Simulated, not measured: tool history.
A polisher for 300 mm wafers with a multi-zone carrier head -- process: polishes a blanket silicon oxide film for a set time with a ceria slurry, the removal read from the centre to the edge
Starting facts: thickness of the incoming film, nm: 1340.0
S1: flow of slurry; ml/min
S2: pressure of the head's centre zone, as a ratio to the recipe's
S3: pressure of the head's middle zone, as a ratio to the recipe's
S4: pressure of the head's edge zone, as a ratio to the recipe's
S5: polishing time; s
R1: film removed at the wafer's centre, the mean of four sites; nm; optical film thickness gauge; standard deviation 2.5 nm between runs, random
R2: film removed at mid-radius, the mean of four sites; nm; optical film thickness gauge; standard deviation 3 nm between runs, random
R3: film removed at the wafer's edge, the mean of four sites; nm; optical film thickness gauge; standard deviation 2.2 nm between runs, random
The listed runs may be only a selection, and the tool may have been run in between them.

run  hour   S1    S2    S3    S4  S5      R1      R2      R3
  1     0  230     1     1     1  66  300.35  297.18  301.45
  2   5.6  230     1     1     1  74  334.25  335.46  333.88
  3   6.8  225  1.01  0.97  0.99  74  333.52   331.9  330.39
  4  10.4  225  1.05  0.97  0.99  74  351.57  329.04   332.9
  5  15.4  225  1.05  0.97  0.99  88  415.97  395.16  396.58
  6  21.7  220  1.06  0.94  0.98  85  403.86  368.62  386.09
  7  24.1  220  1.06  0.93  0.96  82  390.26  354.82  363.73
  8  30.2  215  1.06  0.91  0.95  80  377.05  342.53  350.86
  9  30.9  215  1.06  0.91  0.95  80  383.72  332.45  352.25
 10  38.3  215  1.06  0.91  0.95  80  382.91  341.82  351.89
 11  47.2  215  1.06  0.91  0.95  80  378.28  345.59  352.31
 12  49.2  215  1.06  0.91  0.95  80  376.42  336.52  357.54
 13  50.4  210  1.07   0.9  0.93  78  374.72  326.98  335.83
 14  59.2  200  1.06  0.88  0.92  78  370.54  316.76  333.76
 15  62.7  190  1.05  0.87  0.91  78  356.49  313.45  334.57

Predict the results of run 16:
 16  65.5  185  1.05  0.86  0.9  78   ?   ?   ?

Run 16 yielded R1 360.96 nm, R2 308.3 nm, R3 331.93 nm.
